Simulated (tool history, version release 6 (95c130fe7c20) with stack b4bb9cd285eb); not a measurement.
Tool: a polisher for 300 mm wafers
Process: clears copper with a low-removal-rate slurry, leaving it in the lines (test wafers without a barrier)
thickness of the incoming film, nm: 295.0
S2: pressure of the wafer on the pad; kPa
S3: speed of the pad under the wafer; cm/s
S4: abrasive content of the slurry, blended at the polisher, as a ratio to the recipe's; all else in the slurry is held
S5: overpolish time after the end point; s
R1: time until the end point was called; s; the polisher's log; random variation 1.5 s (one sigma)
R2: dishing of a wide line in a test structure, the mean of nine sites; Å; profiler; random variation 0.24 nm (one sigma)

run 1 hour=0.0 | flow_of_slurry_(ml/min)=160 S2=18.6 S3=102 S4=1.0 S5=16 | R1=106.47 R2=202.14
run 2 hour=7.3 | flow_of_slurry_(ml/min)=160 S2=18.6 S3=102 S4=1.1 S5=16 | R1=101.99 R2=197.72
run 3 hour=9.6 | flow_of_slurry_(ml/min)=160 S2=18.6 S3=102 S4=1.0 S5=16 | R1=105.91 R2=194.19
run 4 hour=15.7 | flow_of_slurry_(ml/min)=160 S2=17.2 S3=102 S4=1.0 S5=14 | R1=113.36 R2=173.27
run 5 hour=17.1 | flow_of_slurry_(ml/min)=160 S2=16.5 S3=102 S4=1.0 S5=13 | R1=120.14 R2=166.38
run 6 hour=25.1 | flow_of_slurry_(ml/min)=160 S2=15.9 S3=102 S4=1.0 S5=12 | R1=120.84 R2=147.08

Forecast run 7:
run 7 hour=33.7 | flow_of_slurry_(ml/min)=155 S2=15.2 S3=102 S4=1.0 S5=12 | R1=? R2=?

Run 7 gave R1 130.40 s, R2 143.93 Å.

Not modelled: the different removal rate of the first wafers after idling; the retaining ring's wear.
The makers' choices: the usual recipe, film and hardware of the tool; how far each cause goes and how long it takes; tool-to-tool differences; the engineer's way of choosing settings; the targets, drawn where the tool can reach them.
